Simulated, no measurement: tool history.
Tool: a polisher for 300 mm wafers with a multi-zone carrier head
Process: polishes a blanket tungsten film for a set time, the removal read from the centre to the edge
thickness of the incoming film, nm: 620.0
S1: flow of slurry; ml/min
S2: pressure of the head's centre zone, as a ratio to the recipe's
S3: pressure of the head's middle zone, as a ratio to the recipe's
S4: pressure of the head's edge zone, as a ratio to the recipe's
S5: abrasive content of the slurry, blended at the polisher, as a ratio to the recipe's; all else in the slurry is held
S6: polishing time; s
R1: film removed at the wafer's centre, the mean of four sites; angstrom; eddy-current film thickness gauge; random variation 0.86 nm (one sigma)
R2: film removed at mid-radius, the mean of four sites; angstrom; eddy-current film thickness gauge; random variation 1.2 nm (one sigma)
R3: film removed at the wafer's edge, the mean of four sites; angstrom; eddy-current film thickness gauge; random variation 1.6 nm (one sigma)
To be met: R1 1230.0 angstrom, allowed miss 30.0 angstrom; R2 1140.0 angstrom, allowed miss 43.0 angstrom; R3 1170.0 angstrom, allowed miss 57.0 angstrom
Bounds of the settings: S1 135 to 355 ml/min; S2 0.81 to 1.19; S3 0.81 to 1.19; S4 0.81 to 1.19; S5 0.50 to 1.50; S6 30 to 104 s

run  hour   S1    S2    S3    S4    S5  S6      R1      R2      R3
  1   0.0  225  1.00  1.00  1.00  1.00  67  1836.1  1840.5  1826.7
  2   5.7  225  1.00  0.98  0.98  0.95  65  1747.1  1726.2  1782.0
  3  11.2  225  1.01  0.99  0.97  0.90  62  1675.8  1665.7  1641.2
  4  16.2  225  0.96  0.99  0.97  0.90  62  1591.0  1636.2  1663.7
  5  24.9  225  0.89  0.99  0.97  0.90  62  1481.0  1659.6  1672.1
  6  28.4  225  0.91  0.98  0.96  0.85  60  1447.8  1609.6  1567.9
  7  32.3  220  0.92  0.96  0.96  0.80  59  1404.8  1488.9  1534.0
  8  33.5  265  1.02  0.95  0.86  0.55  47  1196.7  1113.3  1093.0
  9  42.0  265  1.02  0.95  0.87  0.55  47  1198.1  1145.7  1104.0
 10  50.8  265  1.02  0.95  0.88  0.55  47  1196.9  1103.3  1104.7
 11  55.7  265  1.02  0.95  0.89  0.55  47  1197.3  1105.2  1138.8

5 next moves are on the table. One of them brings every result within its allowed miss. Which?
  A  60.6  245  1.04  0.87  0.99  0.50  48   ?   ?   ?
  B  60.6  275  1.02  0.89  0.97  0.65  45   ?   ?   ?
  C  60.6  320  0.93  0.92  0.85  0.55  48   ?   ?   ?
  D  60.6  150  1.05  0.95  0.93  0.50  53   ?   ?   ?
  E  60.6  250  0.98  1.01  0.97  0.55  48   ?   ?   ?

move      R1      R2      R3
   A  1196.1  1043.6  1163.0
   B  1177.1  1063.6  1149.9
   C  1125.5  1142.8  1128.9
   D  1211.9  1128.9  1169.0
   E  1152.2  1192.9  1173.8
A: further off than the last run
B: further off than the last run
C: further off than the last run
D: meets every target
E: further off than the last run
The right move is D.
